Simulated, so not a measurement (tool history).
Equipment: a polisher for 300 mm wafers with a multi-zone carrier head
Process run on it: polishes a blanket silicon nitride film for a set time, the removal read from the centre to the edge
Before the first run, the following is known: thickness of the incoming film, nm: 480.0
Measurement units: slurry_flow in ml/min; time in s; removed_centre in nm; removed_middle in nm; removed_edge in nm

Run 1, day 0.000: slurry_flow 250 ml/min, centre_zone 1.00, middle_zone 1.00, edge_zone 1.00, time 58 s. Result: removed_centre 119.10 nm, removed_middle 122.86 nm, removed_edge 118.71 nm.
Run 2, day 0.212: slurry_flow 250 ml/min, centre_zone 1.00, middle_zone 1.00, edge_zone 1.00, time 51 s. Result: removed_centre 106.02 nm, removed_middle 105.29 nm, removed_edge 107.23 nm.
Run 3, day 0.304: slurry_flow 255 ml/min, centre_zone 1.01, middle_zone 1.02, edge_zone 1.01, time 52 s. Result: removed_centre 107.42 nm, removed_middle 110.94 nm, removed_edge 107.06 nm.
Run 4, day 0.400: slurry_flow 255 ml/min, centre_zone 1.02, middle_zone 1.03, edge_zone 1.01, time 53 s. Result: removed_centre 110.98 nm, removed_middle 115.52 nm, removed_edge 107.98 nm.
Run 5, day 0.583: slurry_flow 255 ml/min, centre_zone 1.03, middle_zone 1.03, edge_zone 1.02, time 54 s. Result: removed_centre 114.55 nm, removed_middle 115.99 nm, removed_edge 109.32 nm.
Run 6, day 0.812: slurry_flow 255 ml/min, centre_zone 1.03, middle_zone 1.03, edge_zone 1.06, time 54 s. Result: removed_centre 115.94 nm, removed_middle 117.85 nm, removed_edge 116.12 nm.
Run 7, day 0.854: slurry_flow 255 ml/min, centre_zone 1.03, middle_zone 1.03, edge_zone 1.06, time 54 s. Result: removed_centre 115.60 nm, removed_middle 115.72 nm, removed_edge 114.22 nm.
Run 8, day 0.883: slurry_flow 260 ml/min, centre_zone 1.04, middle_zone 1.05, edge_zone 1.07, time 55 s. Result: removed_centre 116.38 nm, removed_middle 122.22 nm, removed_edge 116.44 nm.
Run 9, day 1.104: slurry_flow 265 ml/min, centre_zone 1.05, middle_zone 1.06, edge_zone 1.08, time 56 s. Result: removed_centre 123.10 nm, removed_middle 123.34 nm, removed_edge 121.59 nm.
Run 10, day 1.242: slurry_flow 270 ml/min, centre_zone 1.06, middle_zone 1.08, edge_zone 1.08, time 56 s. Result: removed_centre 123.76 nm, removed_middle 124.73 nm, removed_edge 120.66 nm.
Run 11, day 1.450: slurry_flow 270 ml/min, centre_zone 1.06, middle_zone 1.08, edge_zone 1.08, time 56 s. Result: removed_centre 123.21 nm, removed_middle 126.53 nm, removed_edge 120.94 nm.
Run 12, day 1.546: slurry_flow 275 ml/min, centre_zone 1.07, middle_zone 1.09, edge_zone 1.08, time 56 s. Result: removed_centre 123.02 nm, removed_middle 128.56 nm, removed_edge 120.70 nm.
Run 13, day 1.829: slurry_flow 275 ml/min, centre_zone 1.08, middle_zone 1.10, edge_zone 1.08, time 56 s. Result: removed_centre 127.23 nm, removed_middle 125.60 nm, removed_edge 120.28 nm.
Run 14, day 2.104: slurry_flow 275 ml/min, centre_zone 1.08, middle_zone 1.11, edge_zone 1.07, time 57 s. Result: removed_centre 128.46 nm, removed_middle 133.24 nm, removed_edge 123.05 nm.

Expected results for the next run?
Run 15, day 2.462: slurry_flow 275 ml/min, centre_zone 1.09, middle_zone 1.12, edge_zone 1.07, time 57 s. Result: removed_centre ?, removed_middle ?, removed_edge ?.

Run 15 produced removed_centre 129.10 nm, removed_middle 133.71 nm, removed_edge 124.56 nm.
